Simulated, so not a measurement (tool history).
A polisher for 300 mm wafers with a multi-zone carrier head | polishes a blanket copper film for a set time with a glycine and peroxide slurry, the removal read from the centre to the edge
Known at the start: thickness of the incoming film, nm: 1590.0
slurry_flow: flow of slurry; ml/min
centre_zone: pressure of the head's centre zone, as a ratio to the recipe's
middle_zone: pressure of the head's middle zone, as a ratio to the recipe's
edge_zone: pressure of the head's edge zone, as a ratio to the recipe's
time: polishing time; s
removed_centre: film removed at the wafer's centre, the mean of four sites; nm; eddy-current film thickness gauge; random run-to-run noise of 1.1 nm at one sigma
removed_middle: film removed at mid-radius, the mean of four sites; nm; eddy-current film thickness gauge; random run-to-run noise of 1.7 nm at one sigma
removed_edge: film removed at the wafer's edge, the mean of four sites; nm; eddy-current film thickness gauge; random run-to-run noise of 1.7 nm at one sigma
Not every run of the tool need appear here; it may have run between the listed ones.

run	hour	slurry_flow	centre_zone	middle_zone	edge_zone	time	removed_centre	removed_middle	removed_edge
1	0.0	190	1.00	1.00	1.00	59	253.48	263.11	245.69
2	1.1	190	0.99	1.00	0.95	51	220.57	225.32	208.93
3	5.6	190	1.07	1.00	0.95	51	233.82	223.95	214.24
4	12.5	190	1.14	1.00	0.95	51	249.76	226.68	216.41
5	20.8	190	1.14	0.95	0.95	51	250.60	218.47	214.39
6	25.8	195	1.09	0.98	0.91	45	212.10	195.41	190.19
7	33.9	185	1.08	1.03	0.88	41	189.13	186.84	165.55
8	38.6	170	1.05	1.02	0.86	41	182.56	179.16	163.40
9	39.1	160	1.03	1.03	0.85	40	172.33	174.99	155.35
10	47.2	150	1.01	1.03	0.84	40	167.35	172.07	153.64
11	54.6	145	1.00	1.04	0.83	40	162.76	168.90	150.15
12	59.8	140	1.00	1.05	0.82	40	163.52	172.18	154.91

Run 13 is up next; what results do you expect?
13	64.3	140	1.00	1.05	0.82	40	?	?	?

For run 13 the tool returned removed_centre 160.94 nm, removed_middle 170.48 nm, removed_edge 146.15 nm.
